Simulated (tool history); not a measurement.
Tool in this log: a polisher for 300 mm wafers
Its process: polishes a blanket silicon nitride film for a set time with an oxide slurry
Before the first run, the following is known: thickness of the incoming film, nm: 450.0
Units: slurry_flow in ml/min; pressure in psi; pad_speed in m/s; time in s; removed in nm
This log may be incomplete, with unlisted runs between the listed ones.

{"run": 1, "hour": 0.0, "slurry_flow": 285, "pressure": 4.5, "pad_speed": 0.86, "slurry_solids": 1.0, "time": 80, "removed": 54.424}
{"run": 2, "hour": 4.9, "slurry_flow": 285, "pressure": 4.5, "pad_speed": 0.86, "slurry_solids": 1.0, "time": 84, "removed": 57.073}
{"run": 3, "hour": 8.5, "slurry_flow": 285, "pressure": 4.5, "pad_speed": 0.86, "slurry_solids": 1.0, "time": 80, "removed": 53.882}
{"run": 4, "hour": 11.4, "slurry_flow": 220, "pressure": 4.5, "pad_speed": 0.86, "slurry_solids": 1.0, "time": 80, "removed": 53.117}
{"hour": 17.2, "done": "head pressure recalibrated"}
{"run": 5, "hour": 17.2, "slurry_flow": 245, "pressure": 4.5, "pad_speed": 0.86, "slurry_solids": 1.0, "time": 80, "removed": 47.815}
{"run": 6, "hour": 18.8, "slurry_flow": 245, "pressure": 4.5, "pad_speed": 0.86, "slurry_solids": 1.0, "time": 84, "removed": 51.019}

Forecast run 7:
{"run": 7, "hour": 24.0, "slurry_flow": 245, "pressure": 4.5, "pad_speed": 0.86, "slurry_solids": 1.0, "time": 84, "removed": "?"}

{"run 7": {"removed": 50.763}}
